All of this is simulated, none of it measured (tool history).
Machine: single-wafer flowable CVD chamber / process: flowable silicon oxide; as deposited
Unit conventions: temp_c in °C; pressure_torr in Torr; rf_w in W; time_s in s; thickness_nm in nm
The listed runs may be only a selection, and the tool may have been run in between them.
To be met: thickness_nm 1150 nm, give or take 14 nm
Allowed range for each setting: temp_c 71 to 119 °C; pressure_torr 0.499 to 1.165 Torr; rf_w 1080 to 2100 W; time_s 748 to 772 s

run	hour	temp_c	pressure_torr	rf_w	time_s	thickness_nm
1	0	95	0.832	1590	748	558.98
2	1	95	0.832	1440	748	539.99
3	5.5	87	0.832	1440	748	723.72
4	6.7	87	0.933	1440	748	808.63
5	7.6	87	0.868	1440	748	755.7
6	16.4	83	0.868	1440	748	868.56
7	20.4	80	0.868	1440	748	949.93
8	29.1	78	0.868	1440	748	1001.5
9	34.8	77	0.868	1440	748	1033.8
10	42.7	76	0.868	1440	748	1063.1

Which of these 4 next moves meets every target?
A	50.6	72	0.826	1635	748	?
B	50.6	74	0.751	1540	748	?
C	50.6	74	0.923	1430	748	?
D	50.6	80	0.89	1390	748	?

move	thickness_nm
A	1160.2
B	993.17
C	1186.8
D	965.38
A: meets every target
B: its largest miss is bigger than the last run's
C: pushes the last run's worst result past its target
D: its largest miss is bigger than the last run's
A is the move that brings every result within its allowed miss.
